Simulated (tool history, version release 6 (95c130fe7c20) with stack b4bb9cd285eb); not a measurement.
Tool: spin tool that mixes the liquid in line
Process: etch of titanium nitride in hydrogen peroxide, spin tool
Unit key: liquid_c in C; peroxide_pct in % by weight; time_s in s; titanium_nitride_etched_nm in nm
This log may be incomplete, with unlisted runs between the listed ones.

Run 1, hour 0.0: liquid_c 57.0 C, peroxide_pct 17.5 % by weight, time_s 260 s. Result: titanium_nitride_etched_nm 18.7750 nm.
Run 2, hour 0.7: liquid_c 57.0 C, peroxide_pct 21.0 % by weight, time_s 260 s. Result: titanium_nitride_etched_nm 19.5180 nm.
Run 3, hour 3.6: liquid_c 57.0 C, peroxide_pct 19.0 % by weight, time_s 260 s. Result: titanium_nitride_etched_nm 18.7620 nm.
Run 4, hour 6.1: liquid_c 54.5 C, peroxide_pct 19.0 % by weight, time_s 260 s. Result: titanium_nitride_etched_nm 15.7590 nm.
Run 5, hour 9.2: liquid_c 52.5 C, peroxide_pct 19.0 % by weight, time_s 260 s. Result: titanium_nitride_etched_nm 13.7280 nm.
Run 6, hour 17.4: liquid_c 58.5 C, peroxide_pct 19.0 % by weight, time_s 260 s. Result: titanium_nitride_etched_nm 20.8460 nm.
At hour 21.7: peroxide flow meter replaced.
Run 7, hour 21.7: liquid_c 55.5 C, peroxide_pct 19.0 % by weight, time_s 260 s. Result: titanium_nitride_etched_nm 17.2820 nm.
Run 8, hour 25.1: liquid_c 53.0 C, peroxide_pct 19.0 % by weight, time_s 260 s. Result: titanium_nitride_etched_nm 14.5840 nm.
Run 9, hour 32.6: liquid_c 45.0 C, peroxide_pct 19.0 % by weight, time_s 260 s. Result: titanium_nitride_etched_nm 8.2388 nm.
Run 10, hour 38.7: liquid_c 45.5 C, peroxide_pct 19.0 % by weight, time_s 260 s. Result: titanium_nitride_etched_nm 8.5494 nm.

The next listed run, before its measurement:
Run 11, hour 44.7: liquid_c 46.0 C, peroxide_pct 19.0 % by weight, time_s 260 s. Result: titanium_nitride_etched_nm ?.

{"run 11": {"titanium_nitride_etched_nm": 8.7466}}

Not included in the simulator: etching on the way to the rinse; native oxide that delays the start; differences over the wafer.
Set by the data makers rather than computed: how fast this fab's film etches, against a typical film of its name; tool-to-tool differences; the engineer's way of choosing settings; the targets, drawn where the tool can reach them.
